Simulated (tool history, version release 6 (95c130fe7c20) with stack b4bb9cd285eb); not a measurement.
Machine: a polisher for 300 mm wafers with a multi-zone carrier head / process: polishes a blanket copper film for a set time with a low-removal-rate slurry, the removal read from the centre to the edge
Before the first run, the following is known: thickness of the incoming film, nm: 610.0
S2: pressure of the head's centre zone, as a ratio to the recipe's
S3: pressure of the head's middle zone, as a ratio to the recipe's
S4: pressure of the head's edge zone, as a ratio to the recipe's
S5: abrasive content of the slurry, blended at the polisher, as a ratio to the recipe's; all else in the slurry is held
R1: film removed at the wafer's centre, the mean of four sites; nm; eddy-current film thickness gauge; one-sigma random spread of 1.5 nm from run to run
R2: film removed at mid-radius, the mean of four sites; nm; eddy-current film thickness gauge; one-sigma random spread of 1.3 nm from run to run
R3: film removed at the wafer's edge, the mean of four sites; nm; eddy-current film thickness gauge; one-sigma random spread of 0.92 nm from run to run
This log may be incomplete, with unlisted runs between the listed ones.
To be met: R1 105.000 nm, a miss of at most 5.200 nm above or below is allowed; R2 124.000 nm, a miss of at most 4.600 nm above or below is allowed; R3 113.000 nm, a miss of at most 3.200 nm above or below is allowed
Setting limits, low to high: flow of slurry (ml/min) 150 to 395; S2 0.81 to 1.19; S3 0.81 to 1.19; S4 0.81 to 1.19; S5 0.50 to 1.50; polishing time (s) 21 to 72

{"run": 1, "hour": 0.0, "flow of slurry (ml/min)": 250, "S2": 1.0, "S3": 1.0, "S4": 1.0, "S5": 1.0, "polishing time (s)": 46, "R1": 96.988, "R2": 98.884, "R3": 91.888}
{"run": 2, "hour": 3.4, "flow of slurry (ml/min)": 255, "S2": 0.99, "S3": 1.02, "S4": 1.03, "S5": 1.05, "polishing time (s)": 46, "R1": 99.176, "R2": 101.32, "R3": 93.82}
{"run": 3, "hour": 6.1, "flow of slurry (ml/min)": 255, "S2": 0.96, "S3": 1.03, "S4": 1.05, "S5": 1.15, "polishing time (s)": 47, "R1": 99.004, "R2": 106.52, "R3": 98.704}
{"run": 4, "hour": 8.6, "flow of slurry (ml/min)": 260, "S2": 0.95, "S3": 1.04, "S4": 1.07, "S5": 1.2, "polishing time (s)": 47, "R1": 99.83, "R2": 108.18, "R3": 101.37}
{"run": 5, "hour": 14.5, "flow of slurry (ml/min)": 225, "S2": 0.95, "S3": 1.04, "S4": 1.07, "S5": 1.2, "polishing time (s)": 47, "R1": 97.373, "R2": 105.68, "R3": 99.214}
{"run": 6, "hour": 16.3, "flow of slurry (ml/min)": 225, "S2": 0.92, "S3": 1.04, "S4": 1.07, "S5": 1.2, "polishing time (s)": 47, "R1": 92.13, "R2": 107.35, "R3": 99.103}
{"run": 7, "hour": 23.9, "flow of slurry (ml/min)": 240, "S2": 0.92, "S3": 1.06, "S4": 1.09, "S5": 1.25, "polishing time (s)": 47, "R1": 93.638, "R2": 106.84, "R3": 102.33}
{"hour": 27.8, "done": "edge zone pressure recalibrated"}
{"run": 8, "hour": 27.8, "flow of slurry (ml/min)": 245, "S2": 0.92, "S3": 1.08, "S4": 1.08, "S5": 1.3, "polishing time (s)": 47, "R1": 97.862, "R2": 111.39, "R3": 104.7}

Next run, 4 choices. One meets every target within its allowed miss, the rest don't. Which?
{"run": "A", "hour": 31.7, "flow of slurry (ml/min)": 155, "S2": 0.86, "S3": 1.19, "S4": 0.87, "S5": 0.75, "polishing time (s)": 62, "R1": "?", "R2": "?", "R3": "?"}
{"run": "B", "hour": 31.7, "flow of slurry (ml/min)": 195, "S2": 0.91, "S3": 1.1, "S4": 0.86, "S5": 1.0, "polishing time (s)": 56, "R1": "?", "R2": "?", "R3": "?"}
{"run": "C", "hour": 31.7, "flow of slurry (ml/min)": 270, "S2": 0.95, "S3": 1.15, "S4": 1.17, "S5": 1.1, "polishing time (s)": 50, "R1": "?", "R2": "?", "R3": "?"}
{"run": "D", "hour": 31.7, "flow of slurry (ml/min)": 240, "S2": 0.87, "S3": 1.15, "S4": 0.97, "S5": 1.2, "polishing time (s)": 50, "R1": "?", "R2": "?", "R3": "?"}

move=A R1=97.450 R2=132.390 R3=106.240
move=B R1=103.240 R2=123.820 R3=104.730
move=C R1=102.970 R2=122.580 R3=110.890
move=D R1=95.200 R2=123.080 R3=103.720
A: moves the result that the last run missed by most past its target, out the other side
B: meets the target for the result that was furthest off, but another lies outside its allowed miss
C: every result within its allowed miss
D: meets the target for the result that was furthest off, but another lies outside its allowed miss
Correct choice: C, which meets every target

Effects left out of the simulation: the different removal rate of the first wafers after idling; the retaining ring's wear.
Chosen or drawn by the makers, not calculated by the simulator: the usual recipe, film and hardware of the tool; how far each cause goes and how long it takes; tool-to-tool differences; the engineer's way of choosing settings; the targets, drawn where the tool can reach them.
